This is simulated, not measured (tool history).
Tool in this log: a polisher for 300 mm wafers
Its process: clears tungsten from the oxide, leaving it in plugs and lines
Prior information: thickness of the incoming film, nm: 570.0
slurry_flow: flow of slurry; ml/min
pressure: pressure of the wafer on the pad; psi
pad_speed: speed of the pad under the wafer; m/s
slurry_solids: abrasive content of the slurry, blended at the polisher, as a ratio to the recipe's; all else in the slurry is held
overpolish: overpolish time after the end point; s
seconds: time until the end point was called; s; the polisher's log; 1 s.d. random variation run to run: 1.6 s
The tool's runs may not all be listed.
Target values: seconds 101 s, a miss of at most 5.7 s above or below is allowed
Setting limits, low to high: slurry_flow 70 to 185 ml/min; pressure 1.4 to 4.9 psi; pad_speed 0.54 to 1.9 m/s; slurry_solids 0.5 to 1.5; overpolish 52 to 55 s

run	day	slurry_flow	pressure	pad_speed	slurry_solids	overpolish	seconds
1	0	120	3.1	1.22	1	52	137.86
2	0.279	120	3.1	1.22	1	55	132.81
3	0.492	120	3.3	1.22	1	55	126.43
4	0.642	120	3.4	1.22	1	55	122.78
5	0.858	120	3.5	1.22	1	55	119.25
6	1.233	120	3.6	1.22	1	55	114.26
7	1.429	120	3.7	1.22	1	55	110.54
8	1.492	120	3.8	1.22	1	55	108.76
9	1.612	120	3.9	1.22	1	55	104.69

Which one of the following 4 next-run settings gets every result inside its allowed miss? There is exactly one.
A	1.733	155	3.7	1.44	0.7	55	?
B	1.733	110	4.3	1.02	0.9	55	?
C	1.733	125	3.7	1.16	1	55	?
D	1.733	105	3.7	1.3	1	55	?

move	seconds
A	101.12
B	119.83
C	117.79
D	111.35
A: all results in spec
B: misses by more than the last run did
C: misses by more than the last run did
D: misses by more than the last run did
A meets every target.
